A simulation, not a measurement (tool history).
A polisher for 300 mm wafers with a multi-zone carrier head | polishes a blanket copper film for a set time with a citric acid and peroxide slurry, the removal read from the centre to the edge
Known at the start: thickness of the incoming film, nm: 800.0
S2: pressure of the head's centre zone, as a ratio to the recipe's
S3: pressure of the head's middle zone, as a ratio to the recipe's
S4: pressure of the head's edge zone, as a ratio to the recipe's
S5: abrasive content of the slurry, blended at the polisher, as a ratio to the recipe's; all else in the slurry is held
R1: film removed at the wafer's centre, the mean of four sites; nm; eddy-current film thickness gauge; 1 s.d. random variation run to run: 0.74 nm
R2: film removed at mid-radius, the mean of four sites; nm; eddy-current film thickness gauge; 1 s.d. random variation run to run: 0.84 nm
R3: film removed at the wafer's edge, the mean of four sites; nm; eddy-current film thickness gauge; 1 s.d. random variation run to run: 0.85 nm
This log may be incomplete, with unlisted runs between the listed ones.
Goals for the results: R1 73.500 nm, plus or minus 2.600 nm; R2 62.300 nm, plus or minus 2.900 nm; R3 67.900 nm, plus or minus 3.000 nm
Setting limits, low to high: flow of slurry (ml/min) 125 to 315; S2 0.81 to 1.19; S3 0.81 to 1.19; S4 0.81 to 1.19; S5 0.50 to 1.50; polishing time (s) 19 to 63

Run 1, hour 0.0: flow of slurry (ml/min) 205, S2 1.00, S3 1.00, S4 1.00, S5 1.00, polishing time (s) 41. Result: R1 86.485 nm, R2 85.706 nm, R3 84.785 nm.
Run 2, hour 1.2: flow of slurry (ml/min) 205, S2 1.00, S3 1.00, S4 1.00, S5 0.85, polishing time (s) 41. Result: R1 85.154 nm, R2 84.684 nm, R3 82.163 nm.
Run 3, hour 7.9: flow of slurry (ml/min) 205, S2 1.00, S3 1.00, S4 1.06, S5 0.85, polishing time (s) 41. Result: R1 84.317 nm, R2 83.461 nm, R3 84.040 nm.
Run 4, hour 12.5: flow of slurry (ml/min) 200, S2 1.00, S3 0.98, S4 1.05, S5 0.80, polishing time (s) 40. Result: R1 81.991 nm, R2 80.274 nm, R3 79.977 nm.
Run 5, hour 18.8: flow of slurry (ml/min) 195, S2 1.00, S3 0.96, S4 1.06, S5 0.75, polishing time (s) 39. Result: R1 78.345 nm, R2 74.882 nm, R3 78.368 nm.
Run 6, hour 26.6: flow of slurry (ml/min) 195, S2 1.00, S3 0.96, S4 1.13, S5 0.75, polishing time (s) 39. Result: R1 78.442 nm, R2 75.319 nm, R3 81.283 nm.
Run 7, hour 29.1: flow of slurry (ml/min) 195, S2 1.00, S3 0.94, S4 1.11, S5 0.70, polishing time (s) 39. Result: R1 77.040 nm, R2 72.064 nm, R3 79.368 nm.
Run 8, hour 35.9: flow of slurry (ml/min) 195, S2 1.00, S3 0.93, S4 1.09, S5 0.65, polishing time (s) 39. Result: R1 75.654 nm, R2 70.497 nm, R3 75.887 nm.
Run 9, hour 44.5: flow of slurry (ml/min) 195, S2 1.00, S3 0.92, S4 1.08, S5 0.65, polishing time (s) 39. Result: R1 75.090 nm, R2 71.242 nm, R3 75.663 nm.
Run 10, hour 53.3: flow of slurry (ml/min) 195, S2 1.01, S3 0.90, S4 1.07, S5 0.65, polishing time (s) 39. Result: R1 75.684 nm, R2 67.857 nm, R3 75.952 nm.

Which single option among these 4 for the next run brings every result within its allowed miss of target? Just one does.
Run A, hour 62.1: flow of slurry (ml/min) 225, S2 1.07, S3 0.91, S4 1.05, S5 0.55, polishing time (s) 36. Result: R1 ?, R2 ?, R3 ?.
Run B, hour 62.1: flow of slurry (ml/min) 225, S2 1.10, S3 1.12, S4 0.92, S5 0.50, polishing time (s) 37. Result: R1 ?, R2 ?, R3 ?.
Run C, hour 62.1: flow of slurry (ml/min) 130, S2 1.19, S3 0.86, S4 1.06, S5 0.75, polishing time (s) 35. Result: R1 ?, R2 ?, R3 ?.
Run D, hour 62.1: flow of slurry (ml/min) 135, S2 1.16, S3 0.85, S4 0.88, S5 0.50, polishing time (s) 40. Result: R1 ?, R2 ?, R3 ?.

move      R1      R2      R3
   A  73.710  62.982  68.933
   B  76.610  75.765  66.085
   C  76.442  56.645  66.913
   D  79.373  59.731  66.406
A: meets every target
B: the worst result of the last run now meets its target, but another is out of spec
C: the worst result of the last run now meets its target, but another is out of spec
D: the worst result of the last run now meets its target, but another is out of spec
So the answer is move A, the one that meets all the targets.

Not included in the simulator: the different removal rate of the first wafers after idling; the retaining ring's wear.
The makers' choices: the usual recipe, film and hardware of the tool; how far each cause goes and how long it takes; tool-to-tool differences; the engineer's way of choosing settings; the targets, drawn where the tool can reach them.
